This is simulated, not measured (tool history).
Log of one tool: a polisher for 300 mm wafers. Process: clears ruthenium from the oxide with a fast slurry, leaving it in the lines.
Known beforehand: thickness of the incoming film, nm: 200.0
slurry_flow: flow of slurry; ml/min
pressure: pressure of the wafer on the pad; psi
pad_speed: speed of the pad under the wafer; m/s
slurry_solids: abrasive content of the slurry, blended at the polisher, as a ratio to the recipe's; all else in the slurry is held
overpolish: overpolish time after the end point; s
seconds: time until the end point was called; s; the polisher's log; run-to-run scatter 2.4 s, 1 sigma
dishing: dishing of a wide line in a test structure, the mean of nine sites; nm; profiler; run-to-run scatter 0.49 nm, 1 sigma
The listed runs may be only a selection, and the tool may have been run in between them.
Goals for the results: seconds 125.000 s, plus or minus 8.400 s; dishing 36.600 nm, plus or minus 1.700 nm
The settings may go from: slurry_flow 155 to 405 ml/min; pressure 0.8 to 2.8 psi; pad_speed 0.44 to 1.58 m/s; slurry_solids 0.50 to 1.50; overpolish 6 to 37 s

Run 1, hour 0.0: slurry_flow 260 ml/min, pressure 1.8 psi, pad_speed 1.00 m/s, slurry_solids 1.00, overpolish 19 s. Result: seconds 80.281 s, dishing 44.026 nm.
Run 2, hour 0.8: slurry_flow 260 ml/min, pressure 1.6 psi, pad_speed 1.00 m/s, slurry_solids 1.00, overpolish 20 s. Result: seconds 87.439 s, dishing 41.313 nm.
Run 3, hour 2.0: slurry_flow 260 ml/min, pressure 1.4 psi, pad_speed 0.98 m/s, slurry_solids 1.00, overpolish 22 s. Result: seconds 101.530 s, dishing 40.567 nm.
Run 4, hour 8.1: slurry_flow 260 ml/min, pressure 1.3 psi, pad_speed 0.98 m/s, slurry_solids 1.00, overpolish 22 s. Result: seconds 108.120 s, dishing 36.894 nm.
Run 5, hour 15.1: slurry_flow 260 ml/min, pressure 1.3 psi, pad_speed 1.12 m/s, slurry_solids 1.00, overpolish 22 s. Result: seconds 95.242 s, dishing 39.962 nm.
Run 6, hour 17.2: slurry_flow 260 ml/min, pressure 1.3 psi, pad_speed 1.12 m/s, slurry_solids 0.85, overpolish 22 s. Result: seconds 106.440 s, dishing 38.172 nm.
Run 7, hour 19.2: slurry_flow 260 ml/min, pressure 1.2 psi, pad_speed 1.10 m/s, slurry_solids 0.85, overpolish 23 s. Result: seconds 117.250 s, dishing 35.865 nm.
Run 8, hour 24.6: slurry_flow 260 ml/min, pressure 1.2 psi, pad_speed 1.08 m/s, slurry_solids 0.85, overpolish 24 s. Result: seconds 119.050 s, dishing 37.941 nm.

Consider the 4 candidate settings below. Which is the only one whose results all fall within their allowed miss of target?
Run A, hour 30.0: slurry_flow 315 ml/min, pressure 1.1 psi, pad_speed 1.06 m/s, slurry_solids 0.95, overpolish 27 s. Result: seconds ?, dishing ?.
Run B, hour 30.0: slurry_flow 305 ml/min, pressure 1.4 psi, pad_speed 0.94 m/s, slurry_solids 0.90, overpolish 24 s. Result: seconds ?, dishing ?.
Run C, hour 30.0: slurry_flow 280 ml/min, pressure 1.1 psi, pad_speed 1.16 m/s, slurry_solids 0.75, overpolish 25 s. Result: seconds ?, dishing ?.
Run D, hour 30.0: slurry_flow 290 ml/min, pressure 1.2 psi, pad_speed 1.12 m/s, slurry_solids 0.75, overpolish 28 s. Result: seconds ?, dishing ?.

move  seconds  dishing
   A  119.390   40.781
   B  108.500   39.988
   C  124.100   36.779
   D  117.510   42.708
A: further off than the last run
B: further off than the last run
C: meets every target
D: further off than the last run
The right move is C.
